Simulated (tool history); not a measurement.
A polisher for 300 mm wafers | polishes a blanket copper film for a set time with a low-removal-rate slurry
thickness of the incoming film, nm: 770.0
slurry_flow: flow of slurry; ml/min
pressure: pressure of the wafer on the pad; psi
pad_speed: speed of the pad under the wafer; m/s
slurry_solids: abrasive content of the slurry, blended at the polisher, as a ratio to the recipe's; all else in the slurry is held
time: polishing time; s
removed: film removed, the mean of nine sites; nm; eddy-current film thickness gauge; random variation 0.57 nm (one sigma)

run  hour  slurry_flow  pressure  pad_speed  slurry_solids  time  removed
  1     0          260       2.4        1.2              1    42   122.96
  2   1.5          260       2.1       1.18              1    42   104.42
  3   2.5          300       2.1       1.18              1    42   103.75
  4     6          300       2.1       1.18              1    42   106.14
  5   9.3          270       2.1       1.18              1    42   105.77
  6  17.6          270       1.8       1.18              1    42   88.908

The next listed run, before its measurement:
  7    21          270       1.7       1.18              1    42        ?

Run 7 gave removed 86.912 nm.
